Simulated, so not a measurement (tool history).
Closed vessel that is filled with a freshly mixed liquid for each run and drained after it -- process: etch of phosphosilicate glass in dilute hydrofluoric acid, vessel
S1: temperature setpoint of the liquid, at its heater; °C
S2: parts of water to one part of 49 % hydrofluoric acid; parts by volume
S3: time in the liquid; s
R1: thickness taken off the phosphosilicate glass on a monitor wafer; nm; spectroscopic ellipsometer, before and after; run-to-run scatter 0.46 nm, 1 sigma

run 1 day=0.000 | S1=25.0 S2=150 S3=100 | R1=70.886
run 2 day=0.104 | S1=23.5 S2=155 S3=100 | R1=63.464
run 3 day=0.142 | S1=21.5 S2=155 S3=100 | R1=59.150
run 4 day=0.454 | S1=21.5 S2=100 S3=100 | R1=97.432
run 5 day=0.775 | S1=20.5 S2=115 S3=100 | R1=79.484
run 6 day=1.050 | S1=20.5 S2=115 S3=100 | R1=80.700
run 7 day=1.192 | S1=19.5 S2=125 S3=100 | R1=70.368
run 8 day=1.358 | S1=19.0 S2=135 S3=100 | R1=63.200

Run 9 has not been measured yet. What should we expect?
run 9 day=1.579 | S1=18.5 S2=140 S3=100 | R1=?

{"run 9": {"R1": 59.254}}
